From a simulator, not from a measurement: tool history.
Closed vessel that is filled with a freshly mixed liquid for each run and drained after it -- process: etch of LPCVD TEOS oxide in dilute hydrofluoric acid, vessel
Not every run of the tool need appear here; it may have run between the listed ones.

| run | hour | temperature setpoint of the liquid (°C) | parts of water to one part of 49 % hydrofluoric acid (parts by volume) | time in the liquid (s) | thickness taken off the LPCVD TEOS oxide on a monitor wafer (Å) |
|---|---|---|---|---|---|
| 1 | 0.0 | 22.0 | 185 | 90 | 229.87 |
| 2 | 4.3 | 21.0 | 205 | 90 | 195.04 |
| 3 | 8.4 | 23.0 | 205 | 90 | 211.80 |
| 4 | 12.5 | 22.0 | 205 | 90 | 200.46 |
| 5 | 19.8 | 20.0 | 205 | 90 | 187.60 |
| 6 | 20.8 | 19.5 | 220 | 90 | 167.39 |
| 7 | 27.1 | 19.0 | 230 | 90 | 156.75 |
| 8 | 34.4 | 18.5 | 240 | 90 | 144.07 |
| 9 | 37.3 | 18.0 | 245 | 90 | 139.10 |
| 10 | 42.0 | 18.0 | 250 | 90 | 135.81 |

Run 11, settings as shown, results not yet in. Your forecast:
| 11 | 45.2 | 18.0 | 255 | 90 | ? |

Run 11 measured thickness taken off the LPCVD TEOS oxide on a monitor wafer (Å) 132.17.

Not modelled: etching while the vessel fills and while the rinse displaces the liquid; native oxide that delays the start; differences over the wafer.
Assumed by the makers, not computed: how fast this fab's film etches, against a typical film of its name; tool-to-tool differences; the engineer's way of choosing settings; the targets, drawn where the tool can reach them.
